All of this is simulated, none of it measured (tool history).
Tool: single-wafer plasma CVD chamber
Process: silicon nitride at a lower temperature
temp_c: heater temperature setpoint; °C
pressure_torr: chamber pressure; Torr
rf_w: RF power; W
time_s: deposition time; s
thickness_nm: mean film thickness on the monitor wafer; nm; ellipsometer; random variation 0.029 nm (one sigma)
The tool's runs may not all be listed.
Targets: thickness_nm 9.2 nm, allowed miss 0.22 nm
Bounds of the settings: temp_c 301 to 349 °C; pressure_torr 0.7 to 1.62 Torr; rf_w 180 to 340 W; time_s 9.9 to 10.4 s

run 1 hour=0 | temp_c=325 pressure_torr=1.16 rf_w=260 time_s=10.4 | thickness_nm=10.529
run 2 hour=7.8 | temp_c=325 pressure_torr=1.32 rf_w=260 time_s=10.4 | thickness_nm=10.947
run 3 hour=10.9 | temp_c=325 pressure_torr=1.32 rf_w=225 time_s=10.4 | thickness_nm=10.135
run 4 hour=19.7 | temp_c=325 pressure_torr=1.29 rf_w=225 time_s=10.4 | thickness_nm=10.077
run 5 hour=28.7 | temp_c=325 pressure_torr=1.29 rf_w=245 time_s=10.4 | thickness_nm=10.521
run 6 hour=35.6 | temp_c=325 pressure_torr=1.14 rf_w=245 time_s=10.4 | thickness_nm=10.15
run 7 hour=43.4 | temp_c=325 pressure_torr=1.11 rf_w=245 time_s=10.4 | thickness_nm=10.075
run 8 hour=49 | temp_c=325 pressure_torr=1.08 rf_w=245 time_s=10.4 | thickness_nm=9.9639
run 9 hour=53.6 | temp_c=325 pressure_torr=1.06 rf_w=245 time_s=10.4 | thickness_nm=9.9132

4 next moves are on the table. One of them brings every result within its allowed miss. Which?
run A hour=58.2 | temp_c=336 pressure_torr=1.1 rf_w=275 time_s=10.4 | thickness_nm=?
run B hour=58.2 | temp_c=326 pressure_torr=1.19 rf_w=235 time_s=10.4 | thickness_nm=?
run C hour=58.2 | temp_c=322 pressure_torr=0.95 rf_w=270 time_s=10.4 | thickness_nm=?
run D hour=58.2 | temp_c=325 pressure_torr=0.97 rf_w=245 time_s=9.9 | thickness_nm=?

move=A thickness_nm=10.612
move=B thickness_nm=10.069
move=C thickness_nm=10.059
move=D thickness_nm=9.1568
A: further off than the last run
B: further off than the last run
C: further off than the last run
D: meets every target
The right move is D.

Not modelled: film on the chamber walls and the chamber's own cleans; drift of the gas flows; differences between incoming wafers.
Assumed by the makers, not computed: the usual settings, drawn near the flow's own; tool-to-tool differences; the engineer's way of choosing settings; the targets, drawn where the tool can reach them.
